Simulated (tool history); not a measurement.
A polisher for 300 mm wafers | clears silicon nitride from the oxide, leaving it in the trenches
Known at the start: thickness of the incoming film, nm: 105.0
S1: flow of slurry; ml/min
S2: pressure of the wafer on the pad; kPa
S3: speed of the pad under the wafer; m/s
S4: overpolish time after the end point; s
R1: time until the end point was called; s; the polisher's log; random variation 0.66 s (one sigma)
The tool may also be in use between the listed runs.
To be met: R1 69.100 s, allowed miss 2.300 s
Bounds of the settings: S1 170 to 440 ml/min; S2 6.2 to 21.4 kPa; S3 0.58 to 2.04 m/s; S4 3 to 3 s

run  hour   S1    S2    S3  S4       R1
  1   0.0  280  13.8  1.30   3  100.650
  2   3.2  280  14.5  1.30   3   96.939
  3  11.8  335  14.5  1.30   3   96.256
  4  16.9  335  15.2  1.30   3   92.293
  5  18.1  335  15.9  1.30   3   88.562
  6  19.7  335  15.9  1.30   3   89.928
  7  21.4  335  16.5  1.30   3   86.193
  8  24.2  335  17.2  1.30   3   80.885
  9  31.3  335  18.6  1.30   3   77.014
 10  33.7  335  20.0  1.30   3   72.801

Which of these 4 next moves meets every target?
  A  36.1  270  20.0  1.28   3   ?
  B  36.1  360  20.7  1.16   3   ?
  C  36.1  315  20.0  1.22   3   ?
  D  36.1  340  20.0  1.38   3   ?

move      R1
   A  74.725
   B  76.143
   C  76.405
   D  69.694
A: further off than the last run
B: further off than the last run
C: further off than the last run
D: meets every target
Answer: D

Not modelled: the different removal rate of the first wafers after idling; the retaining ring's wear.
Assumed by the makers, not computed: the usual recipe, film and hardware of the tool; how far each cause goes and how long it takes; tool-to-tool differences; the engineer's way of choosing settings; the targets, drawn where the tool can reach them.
